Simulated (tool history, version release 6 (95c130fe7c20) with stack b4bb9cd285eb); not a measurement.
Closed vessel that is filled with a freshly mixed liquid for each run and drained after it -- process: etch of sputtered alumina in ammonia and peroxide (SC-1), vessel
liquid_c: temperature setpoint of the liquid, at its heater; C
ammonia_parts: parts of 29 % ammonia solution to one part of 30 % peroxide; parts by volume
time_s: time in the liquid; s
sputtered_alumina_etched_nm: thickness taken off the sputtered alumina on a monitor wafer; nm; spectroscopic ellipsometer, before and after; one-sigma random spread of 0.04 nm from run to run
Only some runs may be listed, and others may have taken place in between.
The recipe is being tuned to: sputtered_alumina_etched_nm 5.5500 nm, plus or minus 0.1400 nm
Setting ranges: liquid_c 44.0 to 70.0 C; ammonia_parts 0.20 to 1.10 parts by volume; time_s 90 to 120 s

run,day,liquid_c,ammonia_parts,time_s,sputtered_alumina_etched_nm
1,0.000,60.0,0.60,120,8.7643
2,0.079,60.0,0.60,120,8.9429
3,0.304,60.0,0.60,120,8.8818
4,0.646,60.0,0.60,90,6.6798
5,0.983,60.0,0.60,120,8.8748
6,1.292,58.5,0.60,120,8.3200
7,1.462,57.0,0.60,120,7.5859
8,1.754,56.0,0.60,120,7.1259
9,2.029,50.5,0.60,120,5.3831

4 next moves are on the table. One of them brings every result within its allowed miss. Which?
A,2.304,55.5,0.55,90,?
B,2.304,52.0,0.55,115,?
C,2.304,55.0,0.70,90,?
D,2.304,51.5,0.65,110,?

move,sputtered_alumina_etched_nm
A,5.1966
B,5.5049
C,5.1775
D,5.2062
A: lands further from the targets than the last run did
B: in spec on every target
C: lands further from the targets than the last run did
D: lands further from the targets than the last run did
Move B is the one to make.

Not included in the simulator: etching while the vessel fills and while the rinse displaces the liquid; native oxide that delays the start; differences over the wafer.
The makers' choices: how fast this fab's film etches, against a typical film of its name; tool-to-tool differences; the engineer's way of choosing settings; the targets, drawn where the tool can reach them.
